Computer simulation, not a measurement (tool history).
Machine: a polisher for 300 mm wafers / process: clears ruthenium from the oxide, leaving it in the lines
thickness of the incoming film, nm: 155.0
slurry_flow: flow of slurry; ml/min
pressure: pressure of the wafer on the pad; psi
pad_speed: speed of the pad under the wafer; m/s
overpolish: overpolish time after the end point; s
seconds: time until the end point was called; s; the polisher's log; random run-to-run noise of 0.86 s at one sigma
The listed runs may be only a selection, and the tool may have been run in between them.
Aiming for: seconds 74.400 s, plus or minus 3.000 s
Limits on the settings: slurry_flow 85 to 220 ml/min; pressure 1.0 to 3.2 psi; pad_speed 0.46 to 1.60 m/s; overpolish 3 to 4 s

{"run": 1, "hour": 0.0, "slurry_flow": 140, "pressure": 2.1, "pad_speed": 1.02, "overpolish": 4, "seconds": 93.057}
{"run": 2, "hour": 6.6, "slurry_flow": 140, "pressure": 2.1, "pad_speed": 1.02, "overpolish": 3, "seconds": 94.722}
{"run": 3, "hour": 14.0, "slurry_flow": 140, "pressure": 2.2, "pad_speed": 1.02, "overpolish": 3, "seconds": 90.873}
{"run": 4, "hour": 15.6, "slurry_flow": 140, "pressure": 2.2, "pad_speed": 1.02, "overpolish": 3, "seconds": 92.208}
{"run": 5, "hour": 21.4, "slurry_flow": 140, "pressure": 2.3, "pad_speed": 1.02, "overpolish": 3, "seconds": 89.19}
{"run": 6, "hour": 23.6, "slurry_flow": 140, "pressure": 2.4, "pad_speed": 1.02, "overpolish": 3, "seconds": 86.319}
{"run": 7, "hour": 27.4, "slurry_flow": 150, "pressure": 2.6, "pad_speed": 1.02, "overpolish": 3, "seconds": 81.146}
{"hour": 30.6, "done": "head pressure recalibrated"}
{"run": 8, "hour": 30.6, "slurry_flow": 150, "pressure": 2.7, "pad_speed": 1.02, "overpolish": 3, "seconds": 81.084}

Below are 5 possible settings for the next run. Only one of them brings all results inside the allowed miss of their targets. Which is it?
{"run": "A", "hour": 33.8, "slurry_flow": 110, "pressure": 2.5, "pad_speed": 1.16, "overpolish": 3, "seconds": "?"}
{"run": "B", "hour": 33.8, "slurry_flow": 150, "pressure": 2.6, "pad_speed": 1.02, "overpolish": 4, "seconds": "?"}
{"run": "C", "hour": 33.8, "slurry_flow": 150, "pressure": 2.7, "pad_speed": 1.12, "overpolish": 3, "seconds": "?"}
{"run": "D", "hour": 33.8, "slurry_flow": 180, "pressure": 3.2, "pad_speed": 1.04, "overpolish": 4, "seconds": "?"}
{"run": "E", "hour": 33.8, "slurry_flow": 215, "pressure": 2.5, "pad_speed": 1.28, "overpolish": 4, "seconds": "?"}

move=A seconds=82.018
move=B seconds=84.573
move=C seconds=75.345
move=D seconds=69.979
move=E seconds=65.789
A: lands further from the targets than the last run did
B: lands further from the targets than the last run did
C: meets every target
D: takes the biggest miss from the last run beyond its target
E: takes the biggest miss from the last run beyond its target
C meets every target.
